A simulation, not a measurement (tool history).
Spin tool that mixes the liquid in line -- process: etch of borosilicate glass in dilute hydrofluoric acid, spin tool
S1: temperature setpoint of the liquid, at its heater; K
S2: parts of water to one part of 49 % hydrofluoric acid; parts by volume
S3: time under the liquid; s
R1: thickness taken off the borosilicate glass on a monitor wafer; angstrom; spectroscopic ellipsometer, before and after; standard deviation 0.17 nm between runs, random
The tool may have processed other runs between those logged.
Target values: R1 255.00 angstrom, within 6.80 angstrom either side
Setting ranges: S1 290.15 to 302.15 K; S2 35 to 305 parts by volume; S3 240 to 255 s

{"run": 1, "day": 0.0, "S1": 294.15, "S2": 170, "S3": 240, "R1": 376.23}
{"run": 2, "day": 0.35, "S1": 294.15, "S2": 170, "S3": 255, "R1": 400.02}
{"run": 3, "day": 0.504, "S1": 293.15, "S2": 180, "S3": 255, "R1": 361.92}
{"run": 4, "day": 0.583, "S1": 292.65, "S2": 190, "S3": 255, "R1": 329.89}
{"run": 5, "day": 0.762, "S1": 292.65, "S2": 140, "S3": 255, "R1": 467.16}
{"run": 6, "day": 0.792, "S1": 290.15, "S2": 140, "S3": 255, "R1": 424.65}
{"day": 0.933, "done": "thermometer replaced"}
{"run": 7, "day": 0.933, "S1": 290.15, "S2": 160, "S3": 255, "R1": 404.8}
{"run": 8, "day": 1.2, "S1": 290.15, "S2": 180, "S3": 255, "R1": 352.54}
{"run": 9, "day": 1.375, "S1": 290.15, "S2": 195, "S3": 255, "R1": 319.96}

Which of these 5 next moves meets every target?
{"run": "A", "day": 1.55, "S1": 290.65, "S2": 240, "S3": 255, "R1": "?"}
{"run": "B", "day": 1.55, "S1": 290.15, "S2": 175, "S3": 240, "R1": "?"}
{"run": "C", "day": 1.55, "S1": 290.15, "S2": 165, "S3": 250, "R1": "?"}
{"run": "D", "day": 1.55, "S1": 290.15, "S2": 145, "S3": 255, "R1": "?"}
{"run": "E", "day": 1.55, "S1": 290.15, "S2": 155, "S3": 255, "R1": "?"}

move=A R1=255.22
move=B R1=342.75
move=C R1=382.27
move=D R1=452.33
move=E R1=419.06
A: in spec on every target
B: moves away from the targets compared with the last run
C: moves away from the targets compared with the last run
D: moves away from the targets compared with the last run
E: moves away from the targets compared with the last run
Answer: A
